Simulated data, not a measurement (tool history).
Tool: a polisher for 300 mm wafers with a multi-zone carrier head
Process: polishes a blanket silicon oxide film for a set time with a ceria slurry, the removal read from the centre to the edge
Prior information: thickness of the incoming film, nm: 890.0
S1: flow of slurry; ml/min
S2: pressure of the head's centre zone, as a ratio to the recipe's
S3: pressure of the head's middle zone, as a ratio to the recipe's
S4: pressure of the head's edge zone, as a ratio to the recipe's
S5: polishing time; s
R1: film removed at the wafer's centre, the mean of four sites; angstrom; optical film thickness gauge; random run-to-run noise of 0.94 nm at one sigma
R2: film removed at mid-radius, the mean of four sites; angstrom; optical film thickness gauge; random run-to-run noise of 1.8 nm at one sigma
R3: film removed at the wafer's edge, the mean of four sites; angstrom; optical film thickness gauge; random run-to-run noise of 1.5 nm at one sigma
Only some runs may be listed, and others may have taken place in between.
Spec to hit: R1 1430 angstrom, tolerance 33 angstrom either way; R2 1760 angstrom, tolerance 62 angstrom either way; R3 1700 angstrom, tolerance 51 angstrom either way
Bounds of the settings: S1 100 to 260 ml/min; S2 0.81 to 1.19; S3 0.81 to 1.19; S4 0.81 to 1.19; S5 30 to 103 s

run 1 hour=0 | S1=165 S2=1 S3=1 S4=1 S5=66 | R1=2751.5 R2=2750.3 R3=2758.4
run 2 hour=2.8 | S1=165 S2=1 S3=0.95 S4=1 S5=66 | R1=2717.4 R2=2585 R3=2749
run 3 hour=4.8 | S1=165 S2=1 S3=1.03 S4=1 S5=66 | R1=2738.9 R2=2814.4 R3=2739.4
run 4 hour=12.6 | S1=165 S2=1 S3=1.09 S4=1 S5=66 | R1=2702.1 R2=2918.8 R3=2683.8
run 5 hour=14.9 | S1=160 S2=0.98 S3=1.08 S4=0.99 S5=63 | R1=2511.1 R2=2792 R3=2573.1
run 6 hour=18.4 | S1=155 S2=0.97 S3=1.07 S4=0.98 S5=60 | R1=2406 R2=2592.1 R3=2454.9
run 7 hour=22.3 | S1=150 S2=0.95 S3=1.07 S4=0.98 S5=58 | R1=2252 R2=2526.5 R3=2347.9
run 8 hour=26.5 | S1=150 S2=0.95 S3=1.07 S4=0.98 S5=58 | R1=2270.4 R2=2516.4 R3=2319.5
run 9 hour=35 | S1=150 S2=0.95 S3=1.07 S4=0.98 S5=58 | R1=2250.4 R2=2530.8 R3=2325.9
run 10 hour=40.6 | S1=145 S2=0.94 S3=1.06 S4=0.98 S5=56 | R1=2168.6 R2=2393.7 R3=2252.7
run 11 hour=42.9 | S1=140 S2=0.93 S3=1.06 S4=0.99 S5=54 | R1=2053.8 R2=2276.9 R3=2193.6
run 12 hour=49.1 | S1=135 S2=0.92 S3=1.06 S4=0.99 S5=53 | R1=1959.5 R2=2284.3 R3=2136.6
run 13 hour=54.8 | S1=130 S2=0.91 S3=1.05 S4=0.99 S5=52 | R1=1882.5 R2=2221.8 R3=2091.3
run 14 hour=61.2 | S1=130 S2=0.9 S3=1.04 S4=0.98 S5=51 | R1=1847.1 R2=2106.8 R3=2062.6
run 15 hour=66.3 | S1=130 S2=0.89 S3=1.04 S4=0.97 S5=50 | R1=1802.3 R2=2040.2 R3=1998.3
run 16 hour=71.1 | S1=100 S2=0.81 S3=1.06 S4=0.94 S5=41 | R1=1301.4 R2=1683.4 R3=1567.2
run 17 hour=73.8 | S1=105 S2=0.81 S3=1.06 S4=0.94 S5=41 | R1=1304.8 R2=1701 R3=1580.2
run 18 hour=81.2 | S1=110 S2=0.81 S3=1.06 S4=0.94 S5=41 | R1=1312.4 R2=1727.4 R3=1600.9
run 19 hour=89.6 | S1=115 S2=0.81 S3=1.06 S4=0.94 S5=41 | R1=1302.2 R2=1689.6 R3=1584.1

Exercise: of the 4 proposed moves below, exactly one satisfies all targets within the stated allowed misses. Which move is it?
run A hour=98 | S1=100 S2=0.89 S3=1.03 S4=0.83 S5=44 | R1=? R2=? R3=?
run B hour=98 | S1=150 S2=0.85 S3=1.05 S4=1.03 S5=41 | R1=? R2=? R3=?
run C hour=98 | S1=150 S2=0.86 S3=1.06 S4=0.86 S5=41 | R1=? R2=? R3=?
run D hour=98 | S1=130 S2=0.84 S3=0.92 S4=0.98 S5=42 | R1=? R2=? R3=?

move=A R1=1536.4 R2=1761.3 R3=1596.2
move=B R1=1435.8 R2=1742.4 R3=1695.8
move=C R1=1453 R2=1756.8 R3=1558
move=D R1=1427.3 R2=1572.9 R3=1680.3
A: the result that was furthest off in the last run now lies on the other side of its target
B: every result lands within tolerance
C: gets the furthest-off result to its target, but another result is out of tolerance
D: gets the furthest-off result to its target, but another result is out of tolerance
B is the move that brings every result within its allowed miss.
